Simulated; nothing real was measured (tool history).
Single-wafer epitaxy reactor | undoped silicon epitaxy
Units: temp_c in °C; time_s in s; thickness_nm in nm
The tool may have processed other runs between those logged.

{"run": 1, "hour": 0.0, "temp_c": 665, "time_s": 491, "thickness_nm": 110.8}
{"run": 2, "hour": 4.8, "temp_c": 665, "time_s": 449, "thickness_nm": 101.34}
{"run": 3, "hour": 13.9, "temp_c": 671, "time_s": 449, "thickness_nm": 117.07}
{"run": 4, "hour": 15.3, "temp_c": 680, "time_s": 449, "thickness_nm": 144.44}
{"run": 5, "hour": 19.0, "temp_c": 674, "time_s": 449, "thickness_nm": 125.56}
{"run": 6, "hour": 24.9, "temp_c": 674, "time_s": 485, "thickness_nm": 135.36}
{"run": 7, "hour": 26.6, "temp_c": 670, "time_s": 484, "thickness_nm": 123.22}
{"run": 8, "hour": 28.9, "temp_c": 667, "time_s": 483, "thickness_nm": 114.29}
{"run": 9, "hour": 35.7, "temp_c": 665, "time_s": 482, "thickness_nm": 108.97}

For run 10, what comes out?
{"run": 10, "hour": 40.8, "temp_c": 664, "time_s": 482, "thickness_nm": "?"}

thickness_nm: 106.23 nm
